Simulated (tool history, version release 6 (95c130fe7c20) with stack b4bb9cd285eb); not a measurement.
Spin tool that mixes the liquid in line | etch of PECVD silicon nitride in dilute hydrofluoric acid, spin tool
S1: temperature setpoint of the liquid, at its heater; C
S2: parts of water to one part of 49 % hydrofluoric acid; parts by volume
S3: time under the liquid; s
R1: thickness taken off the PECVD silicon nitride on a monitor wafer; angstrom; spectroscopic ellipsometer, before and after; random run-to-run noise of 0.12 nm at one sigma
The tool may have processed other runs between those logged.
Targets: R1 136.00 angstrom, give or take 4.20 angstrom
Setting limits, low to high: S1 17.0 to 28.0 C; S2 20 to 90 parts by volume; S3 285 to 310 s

Run 1, hour 0.0: S1 20.0 C, S2 50 parts by volume, S3 285 s. Result: R1 246.98 angstrom.
Run 2, hour 5.4: S1 20.0 C, S2 40 parts by volume, S3 285 s. Result: R1 308.51 angstrom.
Run 3, hour 9.4: S1 19.5 C, S2 45 parts by volume, S3 285 s. Result: R1 262.89 angstrom.
Run 4, hour 16.7: S1 19.0 C, S2 50 parts by volume, S3 285 s. Result: R1 227.48 angstrom.
Run 5, hour 18.5: S1 18.5 C, S2 50 parts by volume, S3 285 s. Result: R1 223.06 angstrom.
Run 6, hour 22.6: S1 17.5 C, S2 60 parts by volume, S3 285 s. Result: R1 174.40 angstrom.
Run 7, hour 31.2: S1 17.5 C, S2 60 parts by volume, S3 285 s. Result: R1 172.37 angstrom.
Run 8, hour 38.6: S1 17.0 C, S2 65 parts by volume, S3 285 s. Result: R1 157.58 angstrom.
Run 9, hour 41.4: S1 17.0 C, S2 70 parts by volume, S3 285 s. Result: R1 146.07 angstrom.

Exactly one of the 4 candidate moves below puts every result within its allowed miss. Which one?
Run A, hour 44.2: S1 17.5 C, S2 75 parts by volume, S3 305 s. Result: R1 ?.
Run B, hour 44.2: S1 17.0 C, S2 75 parts by volume, S3 290 s. Result: R1 ?.
Run C, hour 44.2: S1 17.5 C, S2 70 parts by volume, S3 310 s. Result: R1 ?.
Run D, hour 44.2: S1 18.5 C, S2 70 parts by volume, S3 285 s. Result: R1 ?.

move      R1
   A  150.96
   B  138.58
   C  164.07
   D  161.77
A: lands further from the targets than the last run did
B: all results in spec
C: lands further from the targets than the last run did
D: lands further from the targets than the last run did
The move that meets every target is B.
